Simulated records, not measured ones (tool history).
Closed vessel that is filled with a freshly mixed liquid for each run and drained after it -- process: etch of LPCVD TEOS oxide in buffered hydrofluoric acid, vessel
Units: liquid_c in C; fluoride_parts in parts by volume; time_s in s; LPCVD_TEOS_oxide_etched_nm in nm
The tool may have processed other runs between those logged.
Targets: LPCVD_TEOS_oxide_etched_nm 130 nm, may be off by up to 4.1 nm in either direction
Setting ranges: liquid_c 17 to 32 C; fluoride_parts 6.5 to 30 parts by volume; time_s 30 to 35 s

run	hour	liquid_c	fluoride_parts	time_s	LPCVD_TEOS_oxide_etched_nm
1	0	25	18.5	35	93.7
2	2.5	26.5	18.5	35	99.889
3	4.4	26.5	18.5	30	86.167
4	7.4	28	17	30	100.44
5	8.6	25	17	30	86.083
6	9.3	27	16.5	30	101.55
7	18.1	28.5	16.5	30	109
8	24	29.5	16.5	30	115.7
9	32.9	30	16.5	30	117.31
10	40.1	30.5	16.5	30	121.07
11	46.2	31	16.5	30	124

Below are 4 possible settings for the next run. Only one of them brings all results inside the allowed miss of their targets. Which is it?
A	52.3	31	15.5	30	?
B	52.3	25	15	35	?
C	52.3	31.5	18	30	?
D	52.3	32	18	30	?

move	LPCVD_TEOS_oxide_etched_nm
A	130.72
B	114.42
C	115.88
D	118.94
A: each result inside its tolerance
B: misses by more than the last run did
C: misses by more than the last run did
D: misses by more than the last run did
Answer: A

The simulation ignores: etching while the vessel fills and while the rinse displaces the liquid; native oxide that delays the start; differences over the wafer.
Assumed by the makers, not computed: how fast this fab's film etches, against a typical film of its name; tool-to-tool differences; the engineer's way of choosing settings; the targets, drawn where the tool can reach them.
